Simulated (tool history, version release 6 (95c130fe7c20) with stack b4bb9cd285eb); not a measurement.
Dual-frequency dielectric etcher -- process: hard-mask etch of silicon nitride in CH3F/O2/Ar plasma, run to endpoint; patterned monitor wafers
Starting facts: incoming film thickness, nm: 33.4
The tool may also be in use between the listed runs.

run,hour,source power (W),bias power (W),endpoint time (s)
1,0,450,62,50.869
2,7.2,450,72,47.188
3,11.7,390,72,52.055
4,19.1,430,72,48.495
5,26.5,380,69,53.717
6,34,380,73,52.087

Run 7 comes next. What will it give?
7,35.7,340,70,?

endpoint time (s): 56.576
